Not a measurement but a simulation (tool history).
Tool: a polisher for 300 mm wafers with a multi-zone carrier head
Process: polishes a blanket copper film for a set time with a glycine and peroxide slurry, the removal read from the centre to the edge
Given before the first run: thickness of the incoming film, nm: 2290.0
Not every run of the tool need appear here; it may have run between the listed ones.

run  hour  flow of slurry (ml/min)  pressure of the head's centre zone  pressure of the head's middle zone  pressure of the head's edge zone  polishing time (s)  film removed at the wafer's centre (angstrom)  film removed at mid-radius (angstrom)  film removed at the wafer's edge (angstrom)
  1   0.0                      290                                1.00                                1.00                              1.00                  74                                         3973.2                                 4013.0                                       3817.7
  2   2.3                      225                                1.00                                1.00                              1.00                  74                                         3865.5                                 3917.6                                       3789.5
  3   3.1                      245                                0.98                                1.02                              0.96                  70                                         3607.7                                 3745.3                                       3569.4
  4  11.8                      245                                0.98                                1.07                              0.96                  70                                         3663.9                                 3983.7                                       3539.1
  5  18.5                      245                                0.98                                1.07                              0.96                  89                                         4664.2                                 5064.0                                       4626.9
  6  23.0                      270                                0.97                                1.08                              0.95                  79                                         4049.0                                 4559.9                                       4010.9
  7  26.9                      285                                0.97                                1.08                              0.94                  73                                         3718.4                                 4157.8                                       3692.1
  8  32.7                      285                                0.97                                1.09                              0.92                  69                                         3577.8                                 4023.6                                       3456.2

What will run 9 give?
  9  36.7                      290                                0.96                                1.09                              0.90                  66                                              ?                                      ?                                            ?

film removed at the wafer's centre (angstrom): 3383.3
film removed at mid-radius (angstrom): 3846.1
film removed at the wafer's edge (angstrom): 3236.2

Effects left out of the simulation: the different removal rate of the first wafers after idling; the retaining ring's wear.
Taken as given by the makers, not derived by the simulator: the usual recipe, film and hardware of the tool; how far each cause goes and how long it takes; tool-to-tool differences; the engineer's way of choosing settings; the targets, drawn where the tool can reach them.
